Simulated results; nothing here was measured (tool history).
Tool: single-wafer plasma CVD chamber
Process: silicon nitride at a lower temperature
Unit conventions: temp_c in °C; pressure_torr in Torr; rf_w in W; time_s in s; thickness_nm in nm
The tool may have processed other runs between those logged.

run,hour,temp_c,pressure_torr,rf_w,time_s,thickness_nm
1,0,335,1.62,340,17.5,19.433
2,8.2,335,1.51,335,17.5,19.142
3,11.3,335,1.47,325,17.4,18.387
4,19.4,335,1.67,325,17.4,19.354
5,25.7,335,1.57,320,17.4,18.514
6,29,335,1.51,320,17.4,18.609
7,30.1,335,1.51,320,17.4,18.526
8,34.5,335,1.45,315,17.4,18.042

For run 9, what comes out?
9,38.6,335,1.41,315,17.4,?

thickness_nm: 18.018 nm
